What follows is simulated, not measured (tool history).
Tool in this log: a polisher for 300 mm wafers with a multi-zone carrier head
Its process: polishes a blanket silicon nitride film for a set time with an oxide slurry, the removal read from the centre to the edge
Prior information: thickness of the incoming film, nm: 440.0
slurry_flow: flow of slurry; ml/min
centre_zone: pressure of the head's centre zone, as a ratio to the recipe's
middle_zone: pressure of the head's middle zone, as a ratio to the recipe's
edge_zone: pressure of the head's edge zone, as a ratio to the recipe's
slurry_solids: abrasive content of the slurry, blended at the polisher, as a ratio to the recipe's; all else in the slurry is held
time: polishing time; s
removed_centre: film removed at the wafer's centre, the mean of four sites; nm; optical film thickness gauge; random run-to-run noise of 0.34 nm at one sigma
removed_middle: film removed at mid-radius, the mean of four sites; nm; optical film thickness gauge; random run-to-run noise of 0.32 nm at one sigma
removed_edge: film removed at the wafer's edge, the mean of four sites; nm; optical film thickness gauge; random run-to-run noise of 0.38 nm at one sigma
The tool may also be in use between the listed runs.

| run | day | slurry_flow | centre_zone | middle_zone | edge_zone | slurry_solids | time | removed_centre | removed_middle | removed_edge |
|---|---|---|---|---|---|---|---|---|---|---|
| 1 | 0 | 275 | 1 | 1 | 1 | 1 | 39 | 26.529 | 27.01 | 26.204 |
| 2 | 0.033 | 275 | 1 | 1 | 0.95 | 1 | 39 | 27.489 | 27.243 | 25.855 |
| 3 | 0.358 | 275 | 1 | 0.93 | 0.95 | 1 | 39 | 27.623 | 25.654 | 26.039 |
| 4 | 0.512 | 280 | 1.01 | 0.95 | 0.95 | 1.05 | 39 | 28.166 | 26.73 | 25.607 |
| 5 | 0.617 | 275 | 1.02 | 0.96 | 0.96 | 1.1 | 39 | 28.533 | 27.018 | 26.417 |
| 6 | 0.912 | 280 | 1.03 | 0.98 | 0.96 | 1.15 | 39 | 29.361 | 27.897 | 27.364 |
| 7 | 1.225 | 280 | 1.03 | 0.98 | 0.96 | 1.15 | 39 | 28.807 | 27.998 | 27.505 |
| 8 | 1.421 | 285 | 1.05 | 1 | 0.94 | 1.2 | 39 | 29.894 | 29.004 | 27.46 |
| 9 | 1.717 | 290 | 1.06 | 1.01 | 0.93 | 1.25 | 39 | 30.606 | 29.833 | 28.14 |
| 10 | 1.875 | 330 | 1.16 | 1.11 | 0.9 | 1.45 | 39 | 35.604 | 34.379 | 28.348 |
| 11 | 2.221 | 330 | 1.16 | 1.12 | 0.91 | 1.45 | 39 | 36.263 | 34.125 | 29.42 |
| 12 | 2.308 | 330 | 1.16 | 1.13 | 0.91 | 1.45 | 39 | 36.048 | 34.29 | 28.986 |

Run 13 is up next; what results do you expect?
| 13 | 2.5 | 330 | 1.16 | 1.14 | 0.91 | 1.45 | 39 | ? | ? | ? |

{"run 13": {"removed_centre": 35.803, "removed_middle": 35.106, "removed_edge": 29.211}}
